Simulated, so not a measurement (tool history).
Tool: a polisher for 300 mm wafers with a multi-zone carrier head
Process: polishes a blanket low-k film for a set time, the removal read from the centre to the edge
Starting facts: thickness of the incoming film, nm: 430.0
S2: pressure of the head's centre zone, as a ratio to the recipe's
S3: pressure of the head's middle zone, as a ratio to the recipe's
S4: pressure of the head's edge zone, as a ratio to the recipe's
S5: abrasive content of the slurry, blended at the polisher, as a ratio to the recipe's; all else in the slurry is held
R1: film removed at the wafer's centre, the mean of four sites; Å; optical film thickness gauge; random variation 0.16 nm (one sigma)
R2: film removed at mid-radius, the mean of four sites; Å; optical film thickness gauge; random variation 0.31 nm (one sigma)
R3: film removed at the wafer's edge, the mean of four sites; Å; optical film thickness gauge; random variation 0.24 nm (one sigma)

{"run": 1, "hour": 0.0, "flow of slurry (ml/min)": 315, "S2": 1, "S3": 1, "S4": 1, "S5": 1, "polishing time (s)": 81, "R1": 383.35, "R2": 390.19, "R3": 385.72}
{"run": 2, "hour": 3.5, "flow of slurry (ml/min)": 375, "S2": 1, "S3": 1, "S4": 1, "S5": 1, "polishing time (s)": 81, "R1": 386.9, "R2": 386.29, "R3": 383.63}
{"run": 3, "hour": 11.2, "flow of slurry (ml/min)": 375, "S2": 1, "S3": 0.95, "S4": 1, "S5": 1, "polishing time (s)": 81, "R1": 388.38, "R2": 378, "R3": 389.74}
{"run": 4, "hour": 20.1, "flow of slurry (ml/min)": 375, "S2": 0.92, "S3": 0.95, "S4": 1, "S5": 1, "polishing time (s)": 81, "R1": 360.87, "R2": 369.09, "R3": 384.16}
{"run": 5, "hour": 22.5, "flow of slurry (ml/min)": 385, "S2": 0.95, "S3": 0.92, "S4": 0.97, "S5": 0.85, "polishing time (s)": 76, "R1": 328.14, "R2": 323.98, "R3": 334.18}
{"run": 6, "hour": 24.8, "flow of slurry (ml/min)": 390, "S2": 0.97, "S3": 0.89, "S4": 0.96, "S5": 0.75, "polishing time (s)": 72, "R1": 308.59, "R2": 290, "R3": 308.73}

What does the tool deliver on the next run?
{"run": 7, "hour": 33.6, "flow of slurry (ml/min)": 390, "S2": 0.97, "S3": 0.89, "S4": 0.96, "S5": 0.75, "polishing time (s)": 72, "R1": "?", "R2": "?", "R3": "?"}

{"run 7": {"R1": 306.95, "R2": 285.79, "R3": 306.94}}
